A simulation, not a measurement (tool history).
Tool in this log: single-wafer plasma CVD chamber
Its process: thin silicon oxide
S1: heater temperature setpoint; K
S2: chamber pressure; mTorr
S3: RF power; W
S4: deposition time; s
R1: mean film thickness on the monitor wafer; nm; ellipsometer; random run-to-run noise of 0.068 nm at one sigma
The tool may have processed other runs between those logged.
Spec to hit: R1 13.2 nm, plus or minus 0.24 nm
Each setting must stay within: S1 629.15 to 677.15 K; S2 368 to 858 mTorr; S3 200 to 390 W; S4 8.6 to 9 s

run,hour,S1,S2,S3,S4,R1
1,0,653.15,613,295,9,11.983
2,6.1,653.15,620,295,9,12.169
3,10.1,653.15,620,295,8.6,11.573
4,16.4,653.15,620,295,9,12.114
5,25,653.15,620,295,9,12.047
# hour 28.7: capacitance manometer re-zeroed and calibrated
6,28.7,653.15,620,315,9,11.59
7,33.9,653.15,629,315,9,11.711
8,38.2,653.15,639,315,9,11.924
9,42.6,653.15,648,315,9,12.059
10,47.8,653.15,657,315,9,12.24
11,56.4,653.15,664,315,9,12.396
12,62.7,653.15,670,315,9,12.507
13,70.4,653.15,675,315,9,12.633

5 next moves are on the table. One of them brings every result within its allowed miss. Which?
A,78.1,663.15,717,305,9,?
B,78.1,643.15,629,330,9,?
C,78.1,649.15,669,390,8.6,?
D,78.1,657.15,686,390,8.6,?
E,78.1,653.15,671,305,9,?

move,R1
A,13.186
B,12.007
C,12.664
D,12.909
E,12.46
A: every result within its allowed miss
B: the biggest miss grows against the last run
C: nearer than the last run, and not there yet
D: nearer than the last run, and not there yet
E: the biggest miss grows against the last run
The move that meets every target is A.

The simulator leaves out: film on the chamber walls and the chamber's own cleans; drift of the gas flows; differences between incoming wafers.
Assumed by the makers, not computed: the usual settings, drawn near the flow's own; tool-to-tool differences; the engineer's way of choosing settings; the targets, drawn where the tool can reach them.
